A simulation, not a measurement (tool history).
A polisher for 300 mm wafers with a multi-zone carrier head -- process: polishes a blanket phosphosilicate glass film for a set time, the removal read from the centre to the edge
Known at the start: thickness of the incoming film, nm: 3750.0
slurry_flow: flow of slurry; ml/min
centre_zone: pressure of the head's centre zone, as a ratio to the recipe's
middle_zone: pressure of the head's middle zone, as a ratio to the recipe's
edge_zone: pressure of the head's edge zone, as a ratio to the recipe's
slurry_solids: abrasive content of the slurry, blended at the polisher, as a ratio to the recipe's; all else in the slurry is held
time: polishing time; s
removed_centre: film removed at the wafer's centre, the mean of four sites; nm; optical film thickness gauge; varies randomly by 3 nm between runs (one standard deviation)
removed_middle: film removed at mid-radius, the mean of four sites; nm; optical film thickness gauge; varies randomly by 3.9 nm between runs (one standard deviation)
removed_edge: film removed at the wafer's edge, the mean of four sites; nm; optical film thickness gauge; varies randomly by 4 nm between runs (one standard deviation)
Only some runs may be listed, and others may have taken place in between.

Run 1, hour 0.0: slurry_flow 125 ml/min, centre_zone 1.00, middle_zone 1.00, edge_zone 1.00, slurry_solids 1.00, time 63 s. Result: removed_centre 463.98 nm, removed_middle 460.26 nm, removed_edge 460.33 nm.
Run 2, hour 5.4: slurry_flow 125 ml/min, centre_zone 1.00, middle_zone 1.00, edge_zone 0.94, slurry_solids 1.00, time 63 s. Result: removed_centre 462.20 nm, removed_middle 470.84 nm, removed_edge 450.49 nm.
Run 3, hour 11.7: slurry_flow 120 ml/min, centre_zone 0.97, middle_zone 0.99, edge_zone 0.93, slurry_solids 0.95, time 63 s. Result: removed_centre 430.47 nm, removed_middle 451.69 nm, removed_edge 434.31 nm.
Run 4, hour 14.5: slurry_flow 135 ml/min, centre_zone 0.97, middle_zone 0.99, edge_zone 0.93, slurry_solids 0.95, time 63 s. Result: removed_centre 447.45 nm, removed_middle 475.18 nm, removed_edge 452.98 nm.
Run 5, hour 19.2: slurry_flow 135 ml/min, centre_zone 0.90, middle_zone 0.99, edge_zone 0.93, slurry_solids 0.95, time 63 s. Result: removed_centre 408.95 nm, removed_middle 472.64 nm, removed_edge 449.22 nm.
Run 6, hour 24.5: slurry_flow 135 ml/min, centre_zone 0.90, middle_zone 0.99, edge_zone 0.93, slurry_solids 0.95, time 71 s. Result: removed_centre 469.10 nm, removed_middle 515.49 nm, removed_edge 501.64 nm.
Run 7, hour 27.6: slurry_flow 125 ml/min, centre_zone 0.89, middle_zone 0.98, edge_zone 0.92, slurry_solids 0.85, time 70 s. Result: removed_centre 429.04 nm, removed_middle 483.94 nm, removed_edge 459.90 nm.
Run 8, hour 31.3: slurry_flow 90 ml/min, centre_zone 0.81, middle_zone 0.88, edge_zone 0.96, slurry_solids 0.60, time 66 s. Result: removed_centre 279.09 nm, removed_middle 322.84 nm, removed_edge 363.88 nm.
Run 9, hour 32.7: slurry_flow 95 ml/min, centre_zone 0.81, middle_zone 0.89, edge_zone 0.95, slurry_solids 0.60, time 66 s. Result: removed_centre 290.03 nm, removed_middle 333.93 nm, removed_edge 360.75 nm.
Run 10, hour 35.7: slurry_flow 95 ml/min, centre_zone 0.81, middle_zone 0.90, edge_zone 0.94, slurry_solids 0.60, time 66 s. Result: removed_centre 287.09 nm, removed_middle 336.55 nm, removed_edge 368.55 nm.
Run 11, hour 42.0: slurry_flow 125 ml/min, centre_zone 0.88, middle_zone 0.97, edge_zone 0.84, slurry_solids 0.50, time 65 s. Result: removed_centre 312.43 nm, removed_middle 352.35 nm, removed_edge 332.07 nm.
Run 12, hour 49.9: slurry_flow 125 ml/min, centre_zone 0.87, middle_zone 0.97, edge_zone 0.86, slurry_solids 0.50, time 65 s. Result: removed_centre 303.30 nm, removed_middle 350.50 nm, removed_edge 328.96 nm.
Run 13, hour 56.3: slurry_flow 115 ml/min, centre_zone 0.83, middle_zone 0.91, edge_zone 0.96, slurry_solids 0.65, time 65 s. Result: removed_centre 328.30 nm, removed_middle 364.20 nm, removed_edge 382.31 nm.

Run 14 comes next. What will it give?
Run 14, hour 64.7: slurry_flow 115 ml/min, centre_zone 0.83, middle_zone 0.91, edge_zone 0.95, slurry_solids 0.65, time 65 s. Result: removed_centre ?, removed_middle ?, removed_edge ?.

Run 14 produced removed_centre 317.38 nm, removed_middle 368.19 nm, removed_edge 387.89 nm.
